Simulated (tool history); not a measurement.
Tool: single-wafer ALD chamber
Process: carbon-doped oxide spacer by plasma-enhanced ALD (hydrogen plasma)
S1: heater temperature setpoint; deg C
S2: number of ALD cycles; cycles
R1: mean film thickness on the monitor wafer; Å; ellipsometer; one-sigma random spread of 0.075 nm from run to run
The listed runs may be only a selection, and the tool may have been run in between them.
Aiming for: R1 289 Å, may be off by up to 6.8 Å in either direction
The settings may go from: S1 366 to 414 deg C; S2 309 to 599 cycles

run	hour	S1	S2	R1
1	0	390	454	237.74
2	6.6	394	454	237.7
3	9.4	387	454	239.72
4	17.2	382	454	238.04
5	21.1	382	514	269.8
6	25.5	375	514	269.95
7	33.1	375	514	269.29
# hour 37.3: thermocouple changed; heater temperature recalibrated
8	37.3	375	519	272.22
9	45.8	375	523	273.09
10	48.4	375	527	277.12
11	54.5	375	530	278.12
12	62.3	375	533	279.19
13	67.8	375	535	280.14
14	75.5	375	537	282.25

Exercise: of the 5 proposed moves below, exactly one satisfies all targets within the stated allowed misses. Which move is it?
A	83.2	381	521	?
B	83.2	378	517	?
C	83.2	374	521	?
D	83.2	374	518	?
E	83.2	379	548	?

move	R1
A	273.62
B	271.52
C	273.62
D	272.05
E	287.8
A: lands further from the targets than the last run did
B: lands further from the targets than the last run did
C: lands further from the targets than the last run did
D: lands further from the targets than the last run did
E: all results land within tolerance of their targets
Go with E: it meets all targets.
